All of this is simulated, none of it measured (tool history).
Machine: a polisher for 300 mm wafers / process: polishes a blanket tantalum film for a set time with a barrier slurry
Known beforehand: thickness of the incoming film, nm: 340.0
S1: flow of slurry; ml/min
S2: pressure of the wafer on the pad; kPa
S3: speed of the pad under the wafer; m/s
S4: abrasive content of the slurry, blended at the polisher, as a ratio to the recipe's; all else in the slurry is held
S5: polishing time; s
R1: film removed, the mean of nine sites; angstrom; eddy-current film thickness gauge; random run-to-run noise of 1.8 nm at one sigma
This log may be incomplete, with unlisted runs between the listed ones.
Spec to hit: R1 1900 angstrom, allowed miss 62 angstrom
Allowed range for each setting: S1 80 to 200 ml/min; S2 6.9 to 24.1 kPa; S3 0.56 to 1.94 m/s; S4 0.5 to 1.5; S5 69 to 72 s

run 1 hour=0 | S1=130 S2=15.2 S3=1.24 S4=1 S5=69 | R1=1173.3
run 2 hour=2.1 | S1=130 S2=15.2 S3=1.24 S4=1 S5=72 | R1=1210.3
run 3 hour=5.9 | S1=130 S2=15.2 S3=1.24 S4=1 S5=69 | R1=1168.4
run 4 hour=9.5 | S1=130 S2=15.2 S3=1.24 S4=1.1 S5=69 | R1=1228.2
run 5 hour=11 | S1=135 S2=15.9 S3=1.24 S4=1.1 S5=69 | R1=1282.5
run 6 hour=13.7 | S1=135 S2=12.4 S3=1.24 S4=1.1 S5=69 | R1=1037.7
run 7 hour=18.7 | S1=140 S2=13.8 S3=1.24 S4=1.1 S5=69 | R1=1151.6
run 8 hour=25.9 | S1=170 S2=17.9 S3=1.26 S4=1.1 S5=69 | R1=1549.6
run 9 hour=32 | S1=170 S2=18.6 S3=1.26 S4=1.1 S5=69 | R1=1622.1
run 10 hour=40.4 | S1=170 S2=19.3 S3=1.26 S4=1.1 S5=69 | R1=1659.8
run 11 hour=44.6 | S1=170 S2=20 S3=1.26 S4=1.1 S5=69 | R1=1696.4
run 12 hour=51.9 | S1=175 S2=20 S3=1.26 S4=1.1 S5=69 | R1=1715.7
run 13 hour=53.1 | S1=180 S2=20.7 S3=1.26 S4=1.1 S5=69 | R1=1791.6

Consider the 5 candidate settings below. Which is the only one whose results all fall within their allowed miss of target?
run A hour=54.3 | S1=170 S2=18.6 S3=1.3 S4=1.25 S5=70 | R1=?
run B hour=54.3 | S1=190 S2=20.7 S3=1.2 S4=1.25 S5=69 | R1=?
run C hour=54.3 | S1=195 S2=22.1 S3=1.22 S4=1.2 S5=69 | R1=?
run D hour=54.3 | S1=175 S2=24.1 S3=1.28 S4=1.1 S5=69 | R1=?
run E hour=54.3 | S1=155 S2=19.3 S3=1.6 S4=0.95 S5=72 | R1=?

move=A R1=1727.1
move=B R1=1776.1
move=C R1=1898.2
move=D R1=2037.6
move=E R1=1973.4
A: moves away from the targets compared with the last run
B: moves away from the targets compared with the last run
C: all results in spec
D: takes the biggest miss from the last run beyond its target
E: takes the biggest miss from the last run beyond its target
C meets every target.
